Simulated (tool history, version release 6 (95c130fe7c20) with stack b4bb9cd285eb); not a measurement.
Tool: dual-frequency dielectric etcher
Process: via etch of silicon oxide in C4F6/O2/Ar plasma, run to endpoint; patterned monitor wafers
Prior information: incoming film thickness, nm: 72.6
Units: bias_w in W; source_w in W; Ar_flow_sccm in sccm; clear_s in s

run    day  bias_w  source_w  Ar_flow_sccm  clear_s
  1  0.000     533       280           298   17.211
  2  0.246     492       280           298   18.044
  3  0.479     492       280           316   18.076
  4  0.508     538       290           312   17.288
  5  0.771     458       290           312   18.314
  6  0.817     508       310           305   17.159
  7  0.838     549       320           299   16.002

Run 8 is up next; what results do you expect?
  8  1.125     549       320           299        ?

clear_s: 16.327 s
